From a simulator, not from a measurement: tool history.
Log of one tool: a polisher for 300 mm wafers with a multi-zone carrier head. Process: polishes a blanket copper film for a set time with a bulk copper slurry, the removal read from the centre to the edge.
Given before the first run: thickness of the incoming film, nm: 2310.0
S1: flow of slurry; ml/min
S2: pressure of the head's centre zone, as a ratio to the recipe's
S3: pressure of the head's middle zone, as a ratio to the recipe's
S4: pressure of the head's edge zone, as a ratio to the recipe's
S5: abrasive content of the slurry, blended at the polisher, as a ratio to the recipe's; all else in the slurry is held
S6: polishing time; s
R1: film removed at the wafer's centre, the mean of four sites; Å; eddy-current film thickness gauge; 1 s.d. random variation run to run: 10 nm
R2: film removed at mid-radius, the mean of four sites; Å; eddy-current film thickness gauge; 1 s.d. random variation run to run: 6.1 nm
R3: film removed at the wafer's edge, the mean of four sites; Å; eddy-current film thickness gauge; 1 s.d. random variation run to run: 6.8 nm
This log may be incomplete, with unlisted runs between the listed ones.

run 1 hour=0 | S1=270 S2=1 S3=1 S4=1 S5=1 S6=65 | R1=6989.8 R2=7049.5 R3=7079.9
run 2 hour=8.3 | S1=270 S2=0.92 S3=1 S4=1 S5=1 S6=65 | R1=6518.9 R2=6975.8 R3=7061.6
run 3 hour=10.4 | S1=280 S2=0.96 S3=1.02 S4=1.01 S5=1.05 S6=65 | R1=7001.7 R2=7218.2 R3=7134.6
run 4 hour=19 | S1=280 S2=0.96 S3=0.98 S4=1.01 S5=1.05 S6=65 | R1=6916 R2=7042.3 R3=7243.2
run 5 hour=19.7 | S1=280 S2=0.96 S3=0.95 S4=1.01 S5=1.05 S6=65 | R1=6993.7 R2=6878.9 R3=7163.2
run 6 hour=23.1 | S1=290 S2=0.98 S3=0.98 S4=1.02 S5=1.1 S6=65 | R1=7272.6 R2=7096.6 R3=7210.3
run 7 hour=24.2 | S1=290 S2=0.99 S3=1 S4=1.03 S5=1.15 S6=66 | R1=7394.8 R2=7239.2 R3=7514.4

Run 8 has not been measured yet. What should we expect?
run 8 hour=32.3 | S1=300 S2=1 S3=1.03 S4=1.02 S5=1.2 S6=66 | R1=? R2=? R3=?

Run 8 came out at R1 7484.2 Å, R2 7629.4 Å, R3 7687.8 Å.
